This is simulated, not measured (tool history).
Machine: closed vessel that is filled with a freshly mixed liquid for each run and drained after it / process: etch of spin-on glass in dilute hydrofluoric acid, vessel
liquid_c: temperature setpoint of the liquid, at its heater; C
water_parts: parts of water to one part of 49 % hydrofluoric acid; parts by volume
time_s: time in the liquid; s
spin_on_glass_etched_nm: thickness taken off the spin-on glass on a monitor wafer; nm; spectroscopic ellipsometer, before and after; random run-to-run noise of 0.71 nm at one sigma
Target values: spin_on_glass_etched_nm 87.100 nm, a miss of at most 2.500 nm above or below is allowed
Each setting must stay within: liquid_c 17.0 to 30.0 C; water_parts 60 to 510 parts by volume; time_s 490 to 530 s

Run 1, hour 0.0: liquid_c 22.0 C, water_parts 285 parts by volume, time_s 490 s. Result: spin_on_glass_etched_nm 67.650 nm.
Run 2, hour 4.8: liquid_c 22.0 C, water_parts 285 parts by volume, time_s 490 s. Result: spin_on_glass_etched_nm 67.469 nm.
Run 3, hour 13.1: liquid_c 22.0 C, water_parts 365 parts by volume, time_s 490 s. Result: spin_on_glass_etched_nm 49.120 nm.
Run 4, hour 16.8: liquid_c 23.0 C, water_parts 355 parts by volume, time_s 490 s. Result: spin_on_glass_etched_nm 52.418 nm.
Run 5, hour 21.9: liquid_c 23.0 C, water_parts 355 parts by volume, time_s 530 s. Result: spin_on_glass_etched_nm 57.696 nm.
Run 6, hour 28.9: liquid_c 24.0 C, water_parts 345 parts by volume, time_s 530 s. Result: spin_on_glass_etched_nm 62.599 nm.
Run 7, hour 32.4: liquid_c 24.5 C, water_parts 340 parts by volume, time_s 530 s. Result: spin_on_glass_etched_nm 64.140 nm.
Run 8, hour 41.0: liquid_c 25.0 C, water_parts 335 parts by volume, time_s 530 s. Result: spin_on_glass_etched_nm 66.304 nm.
Run 9, hour 44.4: liquid_c 25.5 C, water_parts 330 parts by volume, time_s 530 s. Result: spin_on_glass_etched_nm 69.396 nm.
Run 10, hour 52.4: liquid_c 25.5 C, water_parts 330 parts by volume, time_s 530 s. Result: spin_on_glass_etched_nm 69.852 nm.

4 candidate next runs follow, results not yet known. Just one meets every target within its allowed miss. Identify it.
Run A, hour 60.4: liquid_c 26.0 C, water_parts 300 parts by volume, time_s 530 s. Result: spin_on_glass_etched_nm ?.
Run B, hour 60.4: liquid_c 23.0 C, water_parts 240 parts by volume, time_s 530 s. Result: spin_on_glass_etched_nm ?.
Run C, hour 60.4: liquid_c 24.5 C, water_parts 270 parts by volume, time_s 530 s. Result: spin_on_glass_etched_nm ?.
Run D, hour 60.4: liquid_c 26.0 C, water_parts 295 parts by volume, time_s 530 s. Result: spin_on_glass_etched_nm ?.

move  spin_on_glass_etched_nm
   A                   78.996
   B                   94.421
   C                   85.917
   D                   80.745
A: nearer than the last run, and not there yet
B: takes the biggest miss from the last run beyond its target
C: every result within its allowed miss
D: nearer than the last run, and not there yet
Answer: C

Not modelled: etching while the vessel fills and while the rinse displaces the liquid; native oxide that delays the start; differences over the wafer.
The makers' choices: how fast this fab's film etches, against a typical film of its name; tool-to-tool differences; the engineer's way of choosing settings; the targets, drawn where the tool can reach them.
